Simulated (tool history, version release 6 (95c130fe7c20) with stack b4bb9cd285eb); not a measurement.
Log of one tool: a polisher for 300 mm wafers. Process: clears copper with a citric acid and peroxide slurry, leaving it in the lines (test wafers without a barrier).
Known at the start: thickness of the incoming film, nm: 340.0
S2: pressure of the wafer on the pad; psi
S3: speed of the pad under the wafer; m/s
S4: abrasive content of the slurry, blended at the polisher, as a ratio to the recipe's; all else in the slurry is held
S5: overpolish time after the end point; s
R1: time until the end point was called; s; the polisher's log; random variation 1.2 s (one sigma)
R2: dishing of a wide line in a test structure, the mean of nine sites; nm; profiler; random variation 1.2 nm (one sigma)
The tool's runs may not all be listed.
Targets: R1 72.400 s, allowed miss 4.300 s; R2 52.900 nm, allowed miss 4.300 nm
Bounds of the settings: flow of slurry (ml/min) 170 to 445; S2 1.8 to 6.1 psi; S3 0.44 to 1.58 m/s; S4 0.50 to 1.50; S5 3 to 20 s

run 1 hour=0.0 | flow_of_slurry_(ml/min)=285 S2=3.9 S3=1.00 S4=1.00 S5=10 | R1=129.260 R2=18.805
run 2 hour=3.3 | flow_of_slurry_(ml/min)=285 S2=4.3 S3=1.04 S4=1.00 S5=11 | R1=113.610 R2=22.320
run 3 hour=6.3 | flow_of_slurry_(ml/min)=285 S2=4.3 S3=1.18 S4=1.00 S5=11 | R1=100.500 R2=24.614
run 4 hour=12.3 | flow_of_slurry_(ml/min)=285 S2=4.6 S3=1.18 S4=1.00 S5=12 | R1=95.741 R2=30.183
run 5 hour=20.9 | flow_of_slurry_(ml/min)=285 S2=5.6 S3=1.18 S4=1.00 S5=12 | R1=84.232 R2=34.785
run 6 hour=23.0 | flow_of_slurry_(ml/min)=285 S2=5.6 S3=1.18 S4=0.85 S5=12 | R1=82.797 R2=32.597
run 7 hour=27.0 | flow_of_slurry_(ml/min)=285 S2=5.6 S3=1.20 S4=0.90 S5=13 | R1=85.187 R2=37.769
run 8 hour=35.0 | flow_of_slurry_(ml/min)=285 S2=5.7 S3=1.22 S4=0.90 S5=13 | R1=79.851 R2=36.793
run 9 hour=43.0 | flow_of_slurry_(ml/min)=285 S2=5.8 S3=1.24 S4=0.95 S5=14 | R1=73.730 R2=40.952
run 10 hour=50.9 | flow_of_slurry_(ml/min)=285 S2=5.8 S3=1.24 S4=0.95 S5=15 | R1=75.641 R2=44.405
run 11 hour=57.1 | flow_of_slurry_(ml/min)=285 S2=5.9 S3=1.24 S4=0.95 S5=15 | R1=76.407 R2=46.881
run 12 hour=58.5 | flow_of_slurry_(ml/min)=285 S2=6.0 S3=1.26 S4=0.95 S5=15 | R1=73.857 R2=45.963

Which of these 4 next moves meets every target?
run A hour=59.9 | flow_of_slurry_(ml/min)=315 S2=6.1 S3=1.44 S4=0.95 S5=18 | R1=? R2=?
run B hour=59.9 | flow_of_slurry_(ml/min)=275 S2=5.1 S3=1.44 S4=1.10 S5=17 | R1=? R2=?
run C hour=59.9 | flow_of_slurry_(ml/min)=305 S2=6.1 S3=1.36 S4=1.00 S5=18 | R1=? R2=?
run D hour=59.9 | flow_of_slurry_(ml/min)=380 S2=6.1 S3=1.44 S4=0.80 S5=19 | R1=? R2=?

move=A R1=62.375 R2=63.602
move=B R1=70.736 R2=54.091
move=C R1=65.452 R2=61.069
move=D R1=63.750 R2=65.349
A: takes the result that was furthest off past its target
B: meets every target
C: takes the result that was furthest off past its target
D: takes the result that was furthest off past its target
The right move is B.
